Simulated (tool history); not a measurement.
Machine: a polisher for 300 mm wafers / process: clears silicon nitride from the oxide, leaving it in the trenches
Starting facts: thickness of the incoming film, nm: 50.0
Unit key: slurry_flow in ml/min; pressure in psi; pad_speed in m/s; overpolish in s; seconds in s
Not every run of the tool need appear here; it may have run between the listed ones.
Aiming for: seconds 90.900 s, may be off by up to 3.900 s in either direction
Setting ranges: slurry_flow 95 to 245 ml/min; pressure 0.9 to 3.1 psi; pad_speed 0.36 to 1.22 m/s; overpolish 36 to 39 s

| run | hour | slurry_flow | pressure | pad_speed | overpolish | seconds |
|---|---|---|---|---|---|---|
| 1 | 0.0 | 155 | 2.0 | 0.78 | 36 | 120.460 |
| 2 | 2.7 | 155 | 2.0 | 0.88 | 36 | 110.520 |
| 3 | 8.6 | 160 | 2.2 | 0.88 | 36 | 99.883 |
| 4 | 13.2 | 135 | 2.2 | 0.88 | 36 | 102.770 |
| 5 | 14.1 | 135 | 2.0 | 0.88 | 36 | 111.090 |
| 6 | 19.1 | 135 | 2.0 | 0.78 | 36 | 123.770 |
| 7 | 21.7 | 135 | 2.1 | 0.78 | 36 | 117.110 |
| 8 | 30.7 | 135 | 2.2 | 0.78 | 36 | 113.480 |
| 9 | 39.3 | 135 | 2.3 | 0.78 | 36 | 110.310 |
| 10 | 47.7 | 150 | 2.8 | 0.80 | 36 | 85.429 |

Pick the move, out of 5, that brings all results within their allowed miss; only one does.
| A | 56.1 | 165 | 2.7 | 0.84 | 37 | ? |
| B | 56.1 | 150 | 2.2 | 1.02 | 36 | ? |
| C | 56.1 | 150 | 3.1 | 0.58 | 39 | ? |
| D | 56.1 | 155 | 3.1 | 0.80 | 36 | ? |
| E | 56.1 | 150 | 2.7 | 0.70 | 36 | ? |

| move | seconds |
|---|---|
| A | 85.277 |
| B | 90.031 |
| C | 101.290 |
| D | 78.302 |
| E | 100.300 |
A: no better and no worse than the last run
B: in spec on every target
C: carries the result that was furthest off beyond its target, to the other side
D: further off than the last run
E: carries the result that was furthest off beyond its target, to the other side
B meets every target.
